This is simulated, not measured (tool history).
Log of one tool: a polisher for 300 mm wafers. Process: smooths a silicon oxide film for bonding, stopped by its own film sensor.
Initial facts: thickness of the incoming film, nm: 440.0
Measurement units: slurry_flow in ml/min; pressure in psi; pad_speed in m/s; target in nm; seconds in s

run 1 hour=0 | slurry_flow=180 pressure=1.4 pad_speed=1 slurry_solids=1 target=345 | seconds=233.54
run 2 hour=8.5 | slurry_flow=180 pressure=1.4 pad_speed=1 slurry_solids=0.85 target=345 | seconds=257.92
run 3 hour=16.1 | slurry_flow=180 pressure=1.5 pad_speed=1.02 slurry_solids=0.85 target=345 | seconds=234.83
run 4 hour=21.9 | slurry_flow=180 pressure=1.5 pad_speed=1.18 slurry_solids=0.85 target=345 | seconds=209.77
run 5 hour=24 | slurry_flow=180 pressure=1.6 pad_speed=1.2 slurry_solids=0.85 target=345 | seconds=204.1
run 6 hour=25.5 | slurry_flow=180 pressure=1.7 pad_speed=1.24 slurry_solids=0.85 target=345 | seconds=179.04

For run 7, what comes out?
run 7 hour=30.6 | slurry_flow=180 pressure=1.8 pad_speed=1.24 slurry_solids=0.85 target=345 | seconds=?

seconds: 174.74 s
